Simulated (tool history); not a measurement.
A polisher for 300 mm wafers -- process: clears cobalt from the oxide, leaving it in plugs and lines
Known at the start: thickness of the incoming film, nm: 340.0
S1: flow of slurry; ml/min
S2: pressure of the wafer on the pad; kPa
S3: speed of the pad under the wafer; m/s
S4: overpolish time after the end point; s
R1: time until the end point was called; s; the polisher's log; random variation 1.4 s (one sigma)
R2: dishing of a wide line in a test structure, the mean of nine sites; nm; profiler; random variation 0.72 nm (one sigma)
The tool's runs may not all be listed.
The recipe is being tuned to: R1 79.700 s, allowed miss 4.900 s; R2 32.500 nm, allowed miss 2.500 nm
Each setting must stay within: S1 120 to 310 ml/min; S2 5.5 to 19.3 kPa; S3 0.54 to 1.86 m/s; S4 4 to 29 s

run  hour   S1    S2    S3  S4      R1      R2
  1   0.0  200  12.4  1.18  15  74.712  44.276
  2   0.7  200  12.4  1.18  20  71.301  50.841
  3   9.0  200  14.5  1.18  20  65.267  56.151
  4  11.4  200  13.8  1.18  19  67.939  52.376
  5  17.0  200  13.8  1.18  18  67.552  49.814
  6  20.4  200  13.8  0.94  18  84.530  46.644
  7  21.0  200  13.8  0.96  17  82.949  43.706
  8  22.1  200  13.8  0.96  17  81.785  45.253
  9  27.3  200  13.8  0.96  16  82.780  41.520
 10  36.2  200  13.8  0.96  15  82.378  41.916
 11  38.5  200  13.8  0.96   8  82.465  27.175

Which of these 5 next moves meets every target?
  A  40.8  295  11.0  0.98  13   ?   ?
  B  40.8  235  14.5  1.06   9   ?   ?
  C  40.8  135  13.8  1.20   9   ?   ?
  D  40.8  160  11.7  1.04   8   ?   ?
  E  40.8  195  14.5  0.96  10   ?   ?

move      R1      R2
   A  91.062  34.380
   B  70.070  31.940
   C  70.693  31.733
   D  89.026  24.542
   E  79.014  31.627
A: the worst result of the last run now meets its target, but another is out of spec
B: the worst result of the last run now meets its target, but another is out of spec
C: the worst result of the last run now meets its target, but another is out of spec
D: moves away from the targets compared with the last run
E: each result inside its tolerance
The right move is E.

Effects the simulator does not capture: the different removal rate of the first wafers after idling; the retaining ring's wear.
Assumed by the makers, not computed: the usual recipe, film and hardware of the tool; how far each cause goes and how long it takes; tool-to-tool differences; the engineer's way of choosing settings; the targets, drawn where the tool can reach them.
